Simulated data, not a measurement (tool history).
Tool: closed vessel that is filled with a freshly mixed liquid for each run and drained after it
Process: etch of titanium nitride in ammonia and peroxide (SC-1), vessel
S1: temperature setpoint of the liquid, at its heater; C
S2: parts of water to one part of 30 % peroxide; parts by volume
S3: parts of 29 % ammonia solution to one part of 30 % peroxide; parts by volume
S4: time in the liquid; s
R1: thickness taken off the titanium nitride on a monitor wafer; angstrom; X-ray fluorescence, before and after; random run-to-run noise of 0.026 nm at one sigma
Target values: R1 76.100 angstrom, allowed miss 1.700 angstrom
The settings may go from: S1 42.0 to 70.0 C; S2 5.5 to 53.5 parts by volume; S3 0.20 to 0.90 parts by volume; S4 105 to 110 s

Run 1, hour 0.0: S1 58.0 C, S2 29.5 parts by volume, S3 0.50 parts by volume, S4 105 s. Result: R1 113.430 angstrom.
Run 2, hour 8.9: S1 58.0 C, S2 19.5 parts by volume, S3 0.50 parts by volume, S4 105 s. Result: R1 143.640 angstrom.
Run 3, hour 12.8: S1 57.0 C, S2 19.5 parts by volume, S3 0.50 parts by volume, S4 105 s. Result: R1 133.440 angstrom.
Run 4, hour 18.0: S1 57.0 C, S2 19.5 parts by volume, S3 0.60 parts by volume, S4 105 s. Result: R1 138.570 angstrom.
At hour 26.6: new drum of ammonia solution connected.
Run 5, hour 26.6: S1 56.0 C, S2 19.5 parts by volume, S3 0.60 parts by volume, S4 105 s. Result: R1 132.490 angstrom.
Run 6, hour 29.0: S1 56.0 C, S2 19.5 parts by volume, S3 0.45 parts by volume, S4 105 s. Result: R1 125.490 angstrom.
Run 7, hour 37.4: S1 56.0 C, S2 19.5 parts by volume, S3 0.45 parts by volume, S4 105 s. Result: R1 125.570 angstrom.
Run 8, hour 45.5: S1 56.0 C, S2 19.5 parts by volume, S3 0.45 parts by volume, S4 105 s. Result: R1 126.060 angstrom.
Run 9, hour 48.6: S1 55.0 C, S2 19.5 parts by volume, S3 0.45 parts by volume, S4 105 s. Result: R1 117.900 angstrom.
Run 10, hour 50.2: S1 54.0 C, S2 19.5 parts by volume, S3 0.45 parts by volume, S4 105 s. Result: R1 109.170 angstrom.
Run 11, hour 53.2: S1 53.5 C, S2 19.5 parts by volume, S3 0.45 parts by volume, S4 105 s. Result: R1 105.770 angstrom.
Run 12, hour 59.3: S1 53.0 C, S2 19.5 parts by volume, S3 0.45 parts by volume, S4 105 s. Result: R1 102.710 angstrom.
Run 13, hour 67.7: S1 53.0 C, S2 19.5 parts by volume, S3 0.45 parts by volume, S4 105 s. Result: R1 102.040 angstrom.
Run 14, hour 69.6: S1 47.5 C, S2 19.5 parts by volume, S3 0.45 parts by volume, S4 105 s. Result: R1 69.893 angstrom.
Run 15, hour 72.6: S1 48.0 C, S2 19.5 parts by volume, S3 0.45 parts by volume, S4 105 s. Result: R1 72.369 angstrom.

Pick the move, out of 4, that brings all results within their allowed miss; only one does.
Run A, hour 75.6: S1 50.5 C, S2 27.5 parts by volume, S3 0.40 parts by volume, S4 105 s. Result: R1 ?.
Run B, hour 75.6: S1 48.5 C, S2 20.5 parts by volume, S3 0.45 parts by volume, S4 110 s. Result: R1 ?.
Run C, hour 75.6: S1 51.0 C, S2 25.0 parts by volume, S3 0.20 parts by volume, S4 105 s. Result: R1 ?.
Run D, hour 75.6: S1 51.0 C, S2 25.5 parts by volume, S3 0.35 parts by volume, S4 105 s. Result: R1 ?.

move      R1
   A  69.873
   B  76.862
   C  66.791
   D  73.611
A: lands further from the targets than the last run did
B: all results in spec
C: lands further from the targets than the last run did
D: better than the last run, though not everything is in spec
B meets every target.

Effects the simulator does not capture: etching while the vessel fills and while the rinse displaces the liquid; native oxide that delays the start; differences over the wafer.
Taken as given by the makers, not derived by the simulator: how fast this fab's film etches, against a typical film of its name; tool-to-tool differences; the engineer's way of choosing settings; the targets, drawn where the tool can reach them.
